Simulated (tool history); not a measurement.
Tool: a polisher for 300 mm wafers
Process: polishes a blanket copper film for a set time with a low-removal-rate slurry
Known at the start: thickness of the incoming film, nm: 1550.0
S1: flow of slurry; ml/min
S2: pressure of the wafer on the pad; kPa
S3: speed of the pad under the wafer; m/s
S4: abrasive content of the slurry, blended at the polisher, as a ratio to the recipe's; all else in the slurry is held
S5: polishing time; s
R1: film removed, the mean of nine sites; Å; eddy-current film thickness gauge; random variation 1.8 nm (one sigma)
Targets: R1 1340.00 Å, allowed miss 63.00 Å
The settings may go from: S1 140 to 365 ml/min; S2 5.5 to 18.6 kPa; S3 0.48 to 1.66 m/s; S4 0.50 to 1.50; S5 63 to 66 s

run	hour	S1	S2	S3	S4	S5	R1
1	0.0	235	11.7	1.06	1.00	63	1007.50
2	8.3	235	10.3	1.06	1.00	63	901.72
3	16.5	235	11.0	1.06	1.00	63	961.70
4	22.3	235	11.7	1.06	1.00	63	1010.90
5	26.3	235	11.7	1.06	1.00	66	1063.20
6	29.6	235	10.3	1.06	1.00	66	930.47
7	35.5	235	11.0	1.06	1.00	66	994.34
8	38.9	235	13.1	1.08	1.00	66	1198.70
9	45.9	235	13.1	1.08	1.00	66	1209.20
10	50.3	235	13.8	1.08	1.00	66	1275.50

Which of these 5 next moves meets every target?
A	54.7	250	11.7	1.20	1.10	63	?
B	54.7	265	12.4	1.28	1.05	66	?
C	54.7	225	15.2	1.16	1.05	66	?
D	54.7	285	15.2	1.22	0.70	66	?
E	54.7	180	15.2	0.96	1.05	63	?

move	R1
A	1137.80
B	1321.30
C	1467.00
D	1470.40
E	1188.50
A: further off than the last run
B: meets every target
C: takes the result that was furthest off past its target
D: takes the result that was furthest off past its target
E: further off than the last run
The right move is B.

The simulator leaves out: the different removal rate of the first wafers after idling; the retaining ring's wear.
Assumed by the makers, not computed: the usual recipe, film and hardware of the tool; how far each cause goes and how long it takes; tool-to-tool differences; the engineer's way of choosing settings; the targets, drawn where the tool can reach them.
